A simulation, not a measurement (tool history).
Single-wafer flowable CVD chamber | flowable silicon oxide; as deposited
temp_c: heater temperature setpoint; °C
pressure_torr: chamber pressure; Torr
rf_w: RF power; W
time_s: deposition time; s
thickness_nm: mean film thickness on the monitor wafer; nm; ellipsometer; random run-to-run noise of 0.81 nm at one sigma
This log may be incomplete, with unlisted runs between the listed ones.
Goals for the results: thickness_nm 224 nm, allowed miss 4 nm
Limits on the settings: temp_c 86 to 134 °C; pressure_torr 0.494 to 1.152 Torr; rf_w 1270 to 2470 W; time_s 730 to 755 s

{"run": 1, "hour": 0.0, "temp_c": 110, "pressure_torr": 0.823, "rf_w": 1870, "time_s": 730, "thickness_nm": 326.66}
{"run": 2, "hour": 2.4, "temp_c": 113, "pressure_torr": 0.823, "rf_w": 1870, "time_s": 730, "thickness_nm": 299.13}
{"run": 3, "hour": 6.0, "temp_c": 115, "pressure_torr": 0.823, "rf_w": 1870, "time_s": 730, "thickness_nm": 285.41}
{"run": 4, "hour": 14.9, "temp_c": 115, "pressure_torr": 0.922, "rf_w": 1870, "time_s": 730, "thickness_nm": 312.48}
{"run": 5, "hour": 17.3, "temp_c": 107, "pressure_torr": 0.922, "rf_w": 1870, "time_s": 730, "thickness_nm": 391.57}
{"run": 6, "hour": 20.7, "temp_c": 99, "pressure_torr": 0.922, "rf_w": 1870, "time_s": 730, "thickness_nm": 496.72}
{"run": 7, "hour": 26.7, "temp_c": 105, "pressure_torr": 0.921, "rf_w": 1870, "time_s": 730, "thickness_nm": 416.59}
{"run": 8, "hour": 34.1, "temp_c": 105, "pressure_torr": 0.921, "rf_w": 1870, "time_s": 730, "thickness_nm": 415.27}
{"run": 9, "hour": 37.0, "temp_c": 110, "pressure_torr": 0.92, "rf_w": 1870, "time_s": 730, "thickness_nm": 357.73}
{"run": 10, "hour": 45.0, "temp_c": 114, "pressure_torr": 0.919, "rf_w": 1870, "time_s": 730, "thickness_nm": 321.82}
{"run": 11, "hour": 46.9, "temp_c": 126, "pressure_torr": 0.917, "rf_w": 1870, "time_s": 730, "thickness_nm": 234.92}
{"run": 12, "hour": 54.2, "temp_c": 127, "pressure_torr": 0.917, "rf_w": 1870, "time_s": 730, "thickness_nm": 230.09}

Next run, 4 choices. One meets every target within its allowed miss, the rest don't. Which?
{"run": "A", "hour": 61.5, "temp_c": 127, "pressure_torr": 0.942, "rf_w": 1745, "time_s": 737, "thickness_nm": "?"}
{"run": "B", "hour": 61.5, "temp_c": 126, "pressure_torr": 0.994, "rf_w": 1370, "time_s": 755, "thickness_nm": "?"}
{"run": "C", "hour": 61.5, "temp_c": 120, "pressure_torr": 0.724, "rf_w": 2115, "time_s": 748, "thickness_nm": "?"}
{"run": "D", "hour": 61.5, "temp_c": 129, "pressure_torr": 0.941, "rf_w": 1710, "time_s": 751, "thickness_nm": "?"}

move=A thickness_nm=231.92
move=B thickness_nm=230.86
move=C thickness_nm=234.78
move=D thickness_nm=223.85
A: the biggest miss grows against the last run
B: the biggest miss grows against the last run
C: the biggest miss grows against the last run
D: meets every target
So the answer is move D, the one that meets all the targets.

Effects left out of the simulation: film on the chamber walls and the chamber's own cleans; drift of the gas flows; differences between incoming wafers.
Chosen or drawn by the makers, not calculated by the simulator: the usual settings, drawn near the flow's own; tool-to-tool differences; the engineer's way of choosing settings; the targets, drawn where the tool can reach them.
